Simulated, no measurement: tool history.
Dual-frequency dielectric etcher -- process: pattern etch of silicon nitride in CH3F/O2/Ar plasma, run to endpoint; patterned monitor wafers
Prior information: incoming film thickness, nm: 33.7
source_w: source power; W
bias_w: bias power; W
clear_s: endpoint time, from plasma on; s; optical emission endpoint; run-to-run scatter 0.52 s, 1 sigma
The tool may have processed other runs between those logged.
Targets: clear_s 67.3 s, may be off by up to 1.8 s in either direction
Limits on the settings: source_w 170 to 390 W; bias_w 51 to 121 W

run 1 hour=0 | source_w=280 bias_w=86 | clear_s=57.592
run 2 hour=1.9 | source_w=260 bias_w=83 | clear_s=59.841
run 3 hour=9.8 | source_w=290 bias_w=83 | clear_s=57.828
run 4 hour=14 | source_w=270 bias_w=80 | clear_s=60.463
run 5 hour=18.9 | source_w=300 bias_w=80 | clear_s=57.399
run 6 hour=24.7 | source_w=340 bias_w=80 | clear_s=55.67
run 7 hour=31.3 | source_w=310 bias_w=75 | clear_s=59.561
run 8 hour=39.6 | source_w=290 bias_w=73 | clear_s=61.399
run 9 hour=48.5 | source_w=280 bias_w=71 | clear_s=62.33
run 10 hour=53.7 | source_w=270 bias_w=69 | clear_s=65.04
run 11 hour=54.3 | source_w=260 bias_w=69 | clear_s=65.327

Which single option among these 4 for the next run brings every result within its allowed miss of target? Just one does.
run A hour=54.9 | source_w=320 bias_w=64 | clear_s=?
run B hour=54.9 | source_w=280 bias_w=55 | clear_s=?
run C hour=54.9 | source_w=230 bias_w=63 | clear_s=?
run D hour=54.9 | source_w=220 bias_w=74 | clear_s=?

move=A clear_s=62.699
move=B clear_s=70.914
move=C clear_s=72.195
move=D clear_s=68.238
A: lands further from the targets than the last run did
B: pushes the last run's worst result past its target
C: pushes the last run's worst result past its target
D: every result within its allowed miss
D is the move that brings every result within its allowed miss.
